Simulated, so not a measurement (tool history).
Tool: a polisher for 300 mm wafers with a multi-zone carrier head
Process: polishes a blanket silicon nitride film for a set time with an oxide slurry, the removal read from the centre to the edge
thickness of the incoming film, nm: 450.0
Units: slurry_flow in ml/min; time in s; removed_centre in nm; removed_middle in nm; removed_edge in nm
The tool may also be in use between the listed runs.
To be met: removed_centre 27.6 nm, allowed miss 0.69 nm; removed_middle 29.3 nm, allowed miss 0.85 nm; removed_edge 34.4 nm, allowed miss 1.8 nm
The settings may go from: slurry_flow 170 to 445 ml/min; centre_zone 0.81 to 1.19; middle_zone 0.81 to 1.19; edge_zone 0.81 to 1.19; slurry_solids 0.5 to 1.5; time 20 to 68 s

run	day	slurry_flow	centre_zone	middle_zone	edge_zone	slurry_solids	time	removed_centre	removed_middle	removed_edge
1	0	285	1	1	1	1	44	31.049	30.052	30.624
2	0.179	265	0.96	0.98	1.05	1.05	44	29.83	30.272	33.211
3	0.283	265	0.96	0.98	1.05	1.05	37	25.434	25.082	27.614
4	0.4	265	0.96	0.98	1.05	1.05	45	30.628	30.728	33.364
5	0.567	250	0.94	0.97	1.06	1.05	45	29.811	30.295	32.893
6	0.912	245	0.92	0.96	1.09	1.05	45	29.509	30.029	34.093
7	1.229	235	0.9	0.96	1.1	1.05	45	28.464	30.142	34.038
8	1.546	225	0.89	0.95	1.11	1.05	45	28.526	29.541	33.585

Which of these 4 next moves meets every target?
A	1.862	340	0.87	0.96	1.19	1	43	?	?	?
B	1.862	265	0.89	1.02	0.98	0.95	45	?	?	?
C	1.862	235	0.93	0.94	1.06	1.1	44	?	?	?
D	1.862	250	0.93	0.95	0.97	1.15	43	?	?	?

move	removed_centre	removed_middle	removed_edge
A	27.526	29.023	33.867
B	27.854	30.36	30.805
C	29.403	29.126	32.907
D	29.528	29.466	31.549
A: meets every target
B: brings the result that was furthest off to its target, and leaves another outside
C: further off than the last run
D: further off than the last run
Answer: A

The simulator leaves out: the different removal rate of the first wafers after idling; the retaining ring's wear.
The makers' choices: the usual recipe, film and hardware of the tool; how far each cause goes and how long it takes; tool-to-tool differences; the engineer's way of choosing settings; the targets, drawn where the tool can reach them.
